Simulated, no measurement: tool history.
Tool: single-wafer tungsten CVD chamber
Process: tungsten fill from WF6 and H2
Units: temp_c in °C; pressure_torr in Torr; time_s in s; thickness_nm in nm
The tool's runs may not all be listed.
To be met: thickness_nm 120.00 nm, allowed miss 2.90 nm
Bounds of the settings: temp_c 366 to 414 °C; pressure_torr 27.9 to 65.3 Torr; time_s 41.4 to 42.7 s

run  hour  temp_c  pressure_torr  time_s  thickness_nm
  1   0.0     390           46.6    41.4        133.62
  2   5.7     390           46.6    42.7        137.15
  3  14.0     379           46.6    42.7        113.44
  4  18.2     379           39.8    42.7        106.54
  5  18.9     380           39.9    42.7        107.67
  6  20.3     380           39.9    42.7        108.49
  7  28.2     381           40.0    42.7        110.05
  8  33.5     382           40.0    42.7        112.21
  9  40.3     383           40.0    42.7        114.28

4 next moves are on the table. One of them brings every result within its allowed miss. Which?
  A  47.1     382           45.7    41.4             ?
  B  47.1     390           34.3    42.7             ?
  C  47.1     388           34.7    41.4             ?
  D  47.1     383           41.2    41.4             ?

move  thickness_nm
   A        114.85
   B        121.21
   C        114.06
   D        112.07
A: nearer than the last run, and not there yet
B: meets every target
C: as far off as the last run
D: further off than the last run
The right move is B.

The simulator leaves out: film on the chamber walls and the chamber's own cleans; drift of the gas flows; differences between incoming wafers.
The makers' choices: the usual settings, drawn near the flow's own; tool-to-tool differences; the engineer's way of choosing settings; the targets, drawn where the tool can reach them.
